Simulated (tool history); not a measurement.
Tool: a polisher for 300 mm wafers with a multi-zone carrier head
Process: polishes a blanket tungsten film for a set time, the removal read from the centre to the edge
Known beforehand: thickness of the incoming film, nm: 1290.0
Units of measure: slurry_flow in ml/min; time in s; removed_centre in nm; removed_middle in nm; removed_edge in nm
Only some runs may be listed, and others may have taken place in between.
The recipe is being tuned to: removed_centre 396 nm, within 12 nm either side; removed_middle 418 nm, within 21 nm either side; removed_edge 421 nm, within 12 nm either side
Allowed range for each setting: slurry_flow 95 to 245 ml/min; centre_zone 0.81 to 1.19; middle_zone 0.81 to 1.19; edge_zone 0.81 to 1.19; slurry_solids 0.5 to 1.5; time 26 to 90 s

run 1 day=0 | slurry_flow=155 centre_zone=1 middle_zone=1 edge_zone=1 slurry_solids=1 time=58 | removed_centre=347.32 removed_middle=363.6 removed_edge=348.59
run 2 day=0.267 | slurry_flow=170 centre_zone=1 middle_zone=1.01 edge_zone=1.05 slurry_solids=1.05 time=58 | removed_centre=361.58 removed_middle=369.2 removed_edge=364.43
run 3 day=0.321 | slurry_flow=180 centre_zone=0.99 middle_zone=1.03 edge_zone=1.08 slurry_solids=1.1 time=58 | removed_centre=365.82 removed_middle=391.01 removed_edge=381.35
run 4 day=0.696 | slurry_flow=195 centre_zone=0.99 middle_zone=1.03 edge_zone=1.1 slurry_solids=1.1 time=58 | removed_centre=371.08 removed_middle=390.98 removed_edge=375.54
run 5 day=0.821 | slurry_flow=195 centre_zone=0.99 middle_zone=1.03 edge_zone=1.1 slurry_solids=0.9 time=58 | removed_centre=352.13 removed_middle=376.48 removed_edge=361.33
run 6 day=1.092 | slurry_flow=195 centre_zone=0.99 middle_zone=1.03 edge_zone=1.15 slurry_solids=0.9 time=58 | removed_centre=343.38 removed_middle=373.8 removed_edge=364.58
run 7 day=1.288 | slurry_flow=195 centre_zone=0.99 middle_zone=1.03 edge_zone=1.16 slurry_solids=1 time=59 | removed_centre=360.72 removed_middle=386.08 removed_edge=389.72
run 8 day=1.308 | slurry_flow=200 centre_zone=0.99 middle_zone=1.04 edge_zone=1.17 slurry_solids=1.05 time=59 | removed_centre=366.81 removed_middle=402.5 removed_edge=396.49
run 9 day=1.608 | slurry_flow=205 centre_zone=1 middle_zone=1.04 edge_zone=1.18 slurry_solids=1.1 time=59 | removed_centre=376.29 removed_middle=407.6 removed_edge=410.46
run 10 day=1.775 | slurry_flow=210 centre_zone=1.01 middle_zone=1.04 edge_zone=1.18 slurry_solids=1.1 time=59 | removed_centre=385.84 removed_middle=399.45 removed_edge=406.4

Exactly one of the 5 candidate moves below puts every result within its allowed miss. Which one?
run A day=1.942 | slurry_flow=190 centre_zone=0.99 middle_zone=1.03 edge_zone=1.15 slurry_solids=1.35 time=60 | removed_centre=? removed_middle=? removed_edge=?
run B day=1.942 | slurry_flow=200 centre_zone=0.87 middle_zone=1.17 edge_zone=1.04 slurry_solids=0.75 time=68 | removed_centre=? removed_middle=? removed_edge=?
run C day=1.942 | slurry_flow=220 centre_zone=1.07 middle_zone=1.04 edge_zone=1.18 slurry_solids=1.05 time=62 | removed_centre=? removed_middle=? removed_edge=?
run D day=1.942 | slurry_flow=215 centre_zone=1 middle_zone=1.07 edge_zone=1.18 slurry_solids=1 time=68 | removed_centre=? removed_middle=? removed_edge=?
run E day=1.942 | slurry_flow=245 centre_zone=1.18 middle_zone=0.93 edge_zone=1.16 slurry_solids=1.25 time=55 | removed_centre=? removed_middle=? removed_edge=?

move=A removed_centre=396.4 removed_middle=423.87 removed_edge=426.53
move=B removed_centre=356.07 removed_middle=466.56 removed_edge=399.45
move=C removed_centre=417.76 removed_middle=422.8 removed_edge=425.76
move=D removed_centre=428.31 removed_middle=467.98 removed_edge=460.27
move=E removed_centre=423.59 removed_middle=361.6 removed_edge=395.04
A: all results in spec
B: misses by more than the last run did
C: brings the result that was furthest off to its target, and leaves another outside
D: the result that was furthest off in the last run now lies on the other side of its target
E: misses by more than the last run did
Correct choice: A, which meets every target

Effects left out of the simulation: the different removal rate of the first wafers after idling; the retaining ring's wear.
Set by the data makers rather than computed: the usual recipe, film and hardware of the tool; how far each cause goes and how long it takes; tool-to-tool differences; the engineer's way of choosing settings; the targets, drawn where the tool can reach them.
